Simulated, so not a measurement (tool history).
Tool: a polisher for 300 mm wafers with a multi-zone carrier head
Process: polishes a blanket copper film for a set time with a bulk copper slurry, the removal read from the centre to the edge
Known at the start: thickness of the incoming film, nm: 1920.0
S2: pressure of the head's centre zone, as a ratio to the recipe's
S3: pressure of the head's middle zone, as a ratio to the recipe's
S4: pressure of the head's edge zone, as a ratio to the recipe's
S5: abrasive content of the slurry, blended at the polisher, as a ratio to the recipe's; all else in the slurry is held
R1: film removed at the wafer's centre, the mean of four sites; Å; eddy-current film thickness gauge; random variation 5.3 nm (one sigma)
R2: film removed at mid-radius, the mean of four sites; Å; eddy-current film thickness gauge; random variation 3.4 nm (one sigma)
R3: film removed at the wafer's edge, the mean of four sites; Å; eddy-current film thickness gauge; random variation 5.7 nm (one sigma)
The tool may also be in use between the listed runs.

{"run": 1, "hour": 0.0, "flow of slurry (ml/min)": 200, "S2": 1, "S3": 1, "S4": 1, "S5": 1, "polishing time (s)": 65, "R1": 7796.1, "R2": 7973.5, "R3": 7970}
{"run": 2, "hour": 7.4, "flow of slurry (ml/min)": 200, "S2": 1, "S3": 1, "S4": 1, "S5": 0.95, "polishing time (s)": 65, "R1": 7886.8, "R2": 8067.2, "R3": 7666.8}
{"run": 3, "hour": 10.4, "flow of slurry (ml/min)": 200, "S2": 1, "S3": 1.03, "S4": 1, "S5": 0.95, "polishing time (s)": 65, "R1": 7689.1, "R2": 8111.2, "R3": 7988.8}
{"run": 4, "hour": 15.9, "flow of slurry (ml/min)": 200, "S2": 1.08, "S3": 1.03, "S4": 1, "S5": 0.95, "polishing time (s)": 65, "R1": 8372.6, "R2": 8208.6, "R3": 8224.4}
{"run": 5, "hour": 17.0, "flow of slurry (ml/min)": 185, "S2": 1.05, "S3": 0.98, "S4": 1.03, "S5": 0.85, "polishing time (s)": 55, "R1": 6706.8, "R2": 6362.3, "R3": 6622.5}
{"run": 6, "hour": 20.1, "flow of slurry (ml/min)": 175, "S2": 1.01, "S3": 0.94, "S4": 1.03, "S5": 0.75, "polishing time (s)": 50, "R1": 5652.1, "R2": 5442.4, "R3": 5938.7}
{"run": 7, "hour": 22.3, "flow of slurry (ml/min)": 180, "S2": 1.01, "S3": 0.92, "S4": 0.98, "S5": 0.7, "polishing time (s)": 45, "R1": 5061.2, "R2": 4811.5, "R3": 5119.5}
{"run": 8, "hour": 27.6, "flow of slurry (ml/min)": 175, "S2": 1, "S3": 0.89, "S4": 0.95, "S5": 0.65, "polishing time (s)": 44, "R1": 4756, "R2": 4453.3, "R3": 4918.2}

Run 9 comes next. What will it give?
{"run": 9, "hour": 33.6, "flow of slurry (ml/min)": 180, "S2": 1, "S3": 0.88, "S4": 0.92, "S5": 0.6, "polishing time (s)": 42, "R1": "?", "R2": "?", "R3": "?"}

R1: 4616.3 Å
R2: 4211 Å
R3: 4675 Å
